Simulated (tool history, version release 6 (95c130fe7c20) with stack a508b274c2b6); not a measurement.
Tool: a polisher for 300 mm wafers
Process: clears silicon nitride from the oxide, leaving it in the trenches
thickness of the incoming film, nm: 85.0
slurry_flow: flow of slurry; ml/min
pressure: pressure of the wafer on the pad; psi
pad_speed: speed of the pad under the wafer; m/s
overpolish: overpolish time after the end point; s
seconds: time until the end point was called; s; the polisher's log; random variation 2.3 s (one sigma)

run  hour  slurry_flow  pressure  pad_speed  overpolish  seconds
  1     0          155       2.4       0.98          31   123.46
  2     4          150       2.1       0.98          31   138.87
  3  11.7          150       1.7       0.98          31   162.05
  4  15.8          150       1.6       0.96          31   176.87
  5  21.9          150       1.5       0.96          31   181.83
  6  27.7          150       1.5       0.96          33   179.03
  7  34.6          135       1.1       0.92          33   243.79

The next listed run, before its measurement:
  8  42.4          140       1.1       0.92          33        ?

Run 8 gave seconds 237.07 s.
